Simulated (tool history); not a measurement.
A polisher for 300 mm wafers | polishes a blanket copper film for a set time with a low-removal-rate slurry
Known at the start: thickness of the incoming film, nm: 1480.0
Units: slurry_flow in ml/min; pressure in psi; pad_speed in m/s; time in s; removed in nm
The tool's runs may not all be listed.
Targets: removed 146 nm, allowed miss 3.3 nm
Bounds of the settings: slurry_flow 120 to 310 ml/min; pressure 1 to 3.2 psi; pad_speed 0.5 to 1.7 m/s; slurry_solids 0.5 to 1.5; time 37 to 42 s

run  hour  slurry_flow  pressure  pad_speed  slurry_solids  time  removed
  1     0          200       2.1        1.1              1    42   92.696
  2   2.6          200       2.1       0.88              1    42   75.604
  3   7.1          200       2.1       1.12              1    42   93.206
  4  12.2          200       1.9       1.12              1    42   85.963
  5  19.6          200       1.9        1.4              1    42   105.52
  6  22.4          200       1.9       1.14              1    42   86.373
  7  31.4          205       2.1       1.14              1    42   95.318
  8  39.3          250       2.7       1.16              1    42   127.16
  9  46.6          250       2.8       1.16              1    42   132.62
 10  53.7          250       2.9       1.16              1    42   136.68

5 next moves are on the table. One of them brings every result within its allowed miss. Which?
  A  60.8          255       3.2       1.14           1.05    41        ?
  B  60.8          220       3.2          1              1    40        ?
  C  60.8          285       2.8       1.18              1    38        ?
  D  60.8          245       2.9       1.12              1    40        ?
  E  60.8          260       3.1       1.14           0.95    39        ?

move  removed
   A   144.79
   B   121.86
   C   121.53
   D   124.27
   E   130.73
A: meets every target
B: further off than the last run
C: further off than the last run
D: further off than the last run
E: further off than the last run
Move A is the one to make.
